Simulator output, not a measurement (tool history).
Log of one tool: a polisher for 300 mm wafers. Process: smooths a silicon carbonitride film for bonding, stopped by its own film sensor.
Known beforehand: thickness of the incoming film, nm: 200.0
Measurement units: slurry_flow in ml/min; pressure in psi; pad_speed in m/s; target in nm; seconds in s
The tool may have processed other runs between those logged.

run,day,slurry_flow,pressure,pad_speed,slurry_solids,target,seconds
1,0,255,2.8,0.82,1,186,56.009
2,0.304,255,2.8,0.82,0.9,186,57.551
3,0.354,255,2.8,0.82,1.05,186,54.628
4,0.492,255,2.2,0.82,1.05,186,66.279
5,0.562,255,2.1,0.82,1.05,186,70.741
6,0.696,255,2,0.82,1.05,186,70.261
7,0.875,255,1.6,0.8,1.05,186,86.358

Run 8, settings as shown, results not yet in. Your forecast:
8,1.025,255,1.7,0.8,1.05,186,?

{"run 8": {"seconds": 83.571}}
